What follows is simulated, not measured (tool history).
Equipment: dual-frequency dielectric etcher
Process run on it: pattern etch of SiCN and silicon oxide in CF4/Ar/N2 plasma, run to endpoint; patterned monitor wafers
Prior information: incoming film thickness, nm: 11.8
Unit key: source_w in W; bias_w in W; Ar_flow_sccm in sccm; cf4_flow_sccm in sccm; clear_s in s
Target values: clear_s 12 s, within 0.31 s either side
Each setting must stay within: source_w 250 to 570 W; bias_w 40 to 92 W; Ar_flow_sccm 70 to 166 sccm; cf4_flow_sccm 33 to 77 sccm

run,day,source_w,bias_w,Ar_flow_sccm,cf4_flow_sccm,clear_s
1,0,410,66,118,55,15.306
2,0.254,410,66,105,55,14.965
3,0.542,430,67,105,55,14.362
4,0.612,430,59,105,55,15.362
5,0.729,400,59,105,55,15.989
6,0.85,440,60,105,55,14.924
7,0.917,470,61,105,55,14.366
8,1.092,490,63,104,55,13.683
9,1.412,510,64,103,55,13.102
10,1.55,520,64,103,55,13.039
11,1.817,530,65,103,55,12.791
12,2.1,540,66,103,55,12.519
13,2.346,550,66,103,55,12.44

Below are 4 possible settings for the next run. Only one of them brings all results inside the allowed miss of their targets. Which is it?
A,2.592,540,64,110,52,?
B,2.592,560,58,95,53,?
C,2.592,480,78,81,47,?
D,2.592,520,65,96,50,?

move,clear_s
A,13.182
B,12.88
C,12.008
D,12.965
A: misses by more than the last run did
B: misses by more than the last run did
C: all results land within tolerance of their targets
D: misses by more than the last run did
Correct choice: C, which meets every target

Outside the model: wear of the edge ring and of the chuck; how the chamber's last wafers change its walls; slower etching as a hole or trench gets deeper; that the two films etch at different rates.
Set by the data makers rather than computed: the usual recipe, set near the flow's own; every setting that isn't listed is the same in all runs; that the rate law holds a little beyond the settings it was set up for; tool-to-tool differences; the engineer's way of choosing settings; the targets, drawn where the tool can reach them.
